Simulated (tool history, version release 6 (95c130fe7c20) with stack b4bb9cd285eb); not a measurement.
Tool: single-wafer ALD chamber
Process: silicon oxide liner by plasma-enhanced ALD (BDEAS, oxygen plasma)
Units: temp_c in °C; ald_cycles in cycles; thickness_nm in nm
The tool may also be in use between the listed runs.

run 1 hour=0.0 | temp_c=315 ald_cycles=71 | thickness_nm=6.5511
run 2 hour=6.5 | temp_c=315 ald_cycles=76 | thickness_nm=6.9083
run 3 hour=11.8 | temp_c=315 ald_cycles=77 | thickness_nm=7.0454
run 4 hour=14.7 | temp_c=315 ald_cycles=67 | thickness_nm=6.1661
run 5 hour=19.9 | temp_c=315 ald_cycles=69 | thickness_nm=6.3379
run 6 hour=24.8 | temp_c=315 ald_cycles=60 | thickness_nm=5.4758

Run 7 comes next. What will it give?
run 7 hour=33.9 | temp_c=315 ald_cycles=62 | thickness_nm=?

thickness_nm: 5.6663 nm

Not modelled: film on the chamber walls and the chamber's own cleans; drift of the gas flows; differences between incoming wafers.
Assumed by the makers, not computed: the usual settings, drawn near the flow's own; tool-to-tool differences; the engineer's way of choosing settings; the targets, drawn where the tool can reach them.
